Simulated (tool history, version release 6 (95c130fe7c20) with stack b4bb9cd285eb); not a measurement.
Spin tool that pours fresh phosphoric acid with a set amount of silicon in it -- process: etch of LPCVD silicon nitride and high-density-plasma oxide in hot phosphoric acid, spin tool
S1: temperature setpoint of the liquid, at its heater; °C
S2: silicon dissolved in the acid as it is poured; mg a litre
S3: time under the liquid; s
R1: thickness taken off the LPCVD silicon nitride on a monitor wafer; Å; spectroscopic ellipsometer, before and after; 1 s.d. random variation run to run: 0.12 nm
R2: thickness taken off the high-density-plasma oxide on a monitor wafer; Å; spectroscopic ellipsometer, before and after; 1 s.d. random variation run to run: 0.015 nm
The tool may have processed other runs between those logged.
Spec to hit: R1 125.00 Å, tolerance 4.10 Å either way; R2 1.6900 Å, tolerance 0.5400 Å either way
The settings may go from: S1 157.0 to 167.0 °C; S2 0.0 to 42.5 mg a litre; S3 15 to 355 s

run	hour	S1	S2	S3	R1	R2
1	0.0	162.0	18.5	180	189.92	2.5593
2	3.5	163.5	18.5	180	195.48	3.0258
3	10.5	162.0	18.5	180	187.22	2.2959
4	11.7	162.0	11.5	180	186.18	3.8196
5	15.3	161.5	12.0	165	169.60	2.6650
6	23.1	161.0	10.5	155	156.44	2.6203
7	30.1	160.5	10.0	150	147.98	2.6277
8	30.7	160.0	10.5	145	140.44	1.8528
9	31.6	159.5	9.0	145	139.24	2.5951
# hour 32.6: thermometer replaced
10	32.6	159.0	10.5	145	141.37	2.1514
11	34.9	159.0	10.5	140	136.19	2.2697
12	38.0	159.0	11.5	135	133.23	2.2819

Of the 5 settings listed for the next run, only one would bring every result within its allowed miss of target. Which one?
A	41.1	160.0	19.5	125	?	?
B	41.1	158.5	0.0	145	?	?
C	41.1	160.0	0.0	145	?	?
D	41.1	157.5	12.0	150	?	?
E	41.1	158.0	22.0	155	?	?

move	R1	R2
A	125.10	1.7587
B	137.97	2.8272
C	145.12	3.1608
D	137.97	2.1218
E	145.00	1.7468
A: in spec on every target
B: the biggest miss grows against the last run
C: the biggest miss grows against the last run
D: the biggest miss grows against the last run
E: the biggest miss grows against the last run
Correct choice: A, which meets every target
